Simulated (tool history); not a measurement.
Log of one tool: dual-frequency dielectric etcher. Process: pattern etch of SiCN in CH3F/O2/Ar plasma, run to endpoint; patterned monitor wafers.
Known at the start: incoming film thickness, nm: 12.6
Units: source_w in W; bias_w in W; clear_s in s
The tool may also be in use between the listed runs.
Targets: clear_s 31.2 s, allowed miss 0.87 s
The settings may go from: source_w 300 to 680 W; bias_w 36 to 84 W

run,hour,source_w,bias_w,clear_s
1,0,490,60,36.098
2,3,500,61,35.855
3,10.9,510,62,34.904
4,17.6,510,55,36.812
5,25.9,440,55,38.554
6,30.8,460,56,37.397
7,38.5,480,58,36.946
8,47.3,490,59,36.055
9,54.9,500,60,36.06

5 next moves are on the table. One of them brings every result within its allowed miss. Which?
A,62.5,480,45,?
B,62.5,590,76,?
C,62.5,390,53,?
D,62.5,630,84,?
E,62.5,500,36,?

move,clear_s
A,40
B,31.363
C,40.16
D,29.645
E,42.432
A: further off than the last run
B: meets every target
C: further off than the last run
D: takes the result that was furthest off past its target
E: further off than the last run
Answer: B
